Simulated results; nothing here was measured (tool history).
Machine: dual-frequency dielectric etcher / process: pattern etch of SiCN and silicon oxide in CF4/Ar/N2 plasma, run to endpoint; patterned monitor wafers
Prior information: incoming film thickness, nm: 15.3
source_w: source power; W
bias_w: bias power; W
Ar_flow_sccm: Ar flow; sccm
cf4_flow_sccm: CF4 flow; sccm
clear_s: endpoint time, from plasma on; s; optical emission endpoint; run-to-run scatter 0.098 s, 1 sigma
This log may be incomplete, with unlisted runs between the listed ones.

Run 1, hour 0: source_w 500 W, bias_w 55 W, Ar_flow_sccm 113 sccm, cf4_flow_sccm 55 sccm. Result: clear_s 18.474 s.
Run 2, hour 7.6: source_w 530 W, bias_w 55 W, Ar_flow_sccm 113 sccm, cf4_flow_sccm 55 sccm. Result: clear_s 17.19 s.
Run 3, hour 10.6: source_w 530 W, bias_w 55 W, Ar_flow_sccm 101 sccm, cf4_flow_sccm 55 sccm. Result: clear_s 16.884 s.
Run 4, hour 13.2: source_w 530 W, bias_w 50 W, Ar_flow_sccm 101 sccm, cf4_flow_sccm 55 sccm. Result: clear_s 17.823 s.
Run 5, hour 14.6: source_w 530 W, bias_w 50 W, Ar_flow_sccm 101 sccm, cf4_flow_sccm 63 sccm. Result: clear_s 17.518 s.
Run 6, hour 17.3: source_w 550 W, bias_w 50 W, Ar_flow_sccm 101 sccm, cf4_flow_sccm 63 sccm. Result: clear_s 16.763 s.
Run 7, hour 20.2: source_w 570 W, bias_w 50 W, Ar_flow_sccm 101 sccm, cf4_flow_sccm 63 sccm. Result: clear_s 15.936 s.
Run 8, hour 25.7: source_w 580 W, bias_w 50 W, Ar_flow_sccm 101 sccm, cf4_flow_sccm 63 sccm. Result: clear_s 15.668 s.
Run 9, hour 32.5: source_w 590 W, bias_w 50 W, Ar_flow_sccm 101 sccm, cf4_flow_sccm 63 sccm. Result: clear_s 15.35 s.
Run 10, hour 38.1: source_w 600 W, bias_w 50 W, Ar_flow_sccm 101 sccm, cf4_flow_sccm 63 sccm. Result: clear_s 15.191 s.

Run 11 comes next. What will it give?
Run 11, hour 46.6: source_w 610 W, bias_w 50 W, Ar_flow_sccm 101 sccm, cf4_flow_sccm 63 sccm. Result: clear_s ?.

clear_s: 14.819 s
